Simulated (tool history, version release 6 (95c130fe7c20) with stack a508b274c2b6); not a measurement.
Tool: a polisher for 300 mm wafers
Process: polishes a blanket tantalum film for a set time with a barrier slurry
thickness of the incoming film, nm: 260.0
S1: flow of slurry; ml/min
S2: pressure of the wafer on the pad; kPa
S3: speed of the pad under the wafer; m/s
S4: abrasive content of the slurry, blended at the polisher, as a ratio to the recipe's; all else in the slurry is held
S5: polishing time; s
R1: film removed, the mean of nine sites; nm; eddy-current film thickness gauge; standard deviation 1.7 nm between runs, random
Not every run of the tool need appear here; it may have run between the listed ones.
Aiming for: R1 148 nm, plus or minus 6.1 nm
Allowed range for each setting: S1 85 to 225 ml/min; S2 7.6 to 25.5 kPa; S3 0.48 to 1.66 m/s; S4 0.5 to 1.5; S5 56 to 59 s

Run 1, hour 0: S1 145 ml/min, S2 16.5 kPa, S3 1.06 m/s, S4 1, S5 56 s. Result: R1 103.84 nm.
Run 2, hour 8.1: S1 145 ml/min, S2 19.3 kPa, S3 1.06 m/s, S4 1, S5 56 s. Result: R1 116.76 nm.
Run 3, hour 11.8: S1 145 ml/min, S2 20 kPa, S3 1.06 m/s, S4 1, S5 56 s. Result: R1 117.48 nm.
Run 4, hour 19.3: S1 165 ml/min, S2 20 kPa, S3 1.06 m/s, S4 1, S5 56 s. Result: R1 120.24 nm.
Run 5, hour 24.2: S1 165 ml/min, S2 20 kPa, S3 1.06 m/s, S4 0.85, S5 56 s. Result: R1 114.26 nm.
Run 6, hour 29.7: S1 165 ml/min, S2 20.7 kPa, S3 1.06 m/s, S4 0.85, S5 56 s. Result: R1 119.34 nm.
Run 7, hour 35.7: S1 165 ml/min, S2 21.4 kPa, S3 1.06 m/s, S4 0.85, S5 56 s. Result: R1 121.53 nm.
Run 8, hour 42.8: S1 165 ml/min, S2 22.1 kPa, S3 1.06 m/s, S4 0.85, S5 56 s. Result: R1 121.33 nm.

Consider the 4 candidate settings below. Which is the only one whose results all fall within their allowed miss of target?
Run A, hour 49.9: S1 150 ml/min, S2 25.5 kPa, S3 0.96 m/s, S4 0.95, S5 59 s. Result: R1 ?.
Run B, hour 49.9: S1 170 ml/min, S2 22.8 kPa, S3 1.1 m/s, S4 0.9, S5 56 s. Result: R1 ?.
Run C, hour 49.9: S1 155 ml/min, S2 24.8 kPa, S3 1.14 m/s, S4 0.8, S5 59 s. Result: R1 ?.
Run D, hour 49.9: S1 150 ml/min, S2 21.4 kPa, S3 0.96 m/s, S4 0.75, S5 56 s. Result: R1 ?.

move      R1
   A  134.35
   B  134.22
   C  147.28
   D  102.82
A: closer than the last run, but not yet in spec
B: closer than the last run, but not yet in spec
C: all results land within tolerance of their targets
D: its largest miss is bigger than the last run's
Go with C: it meets all targets.
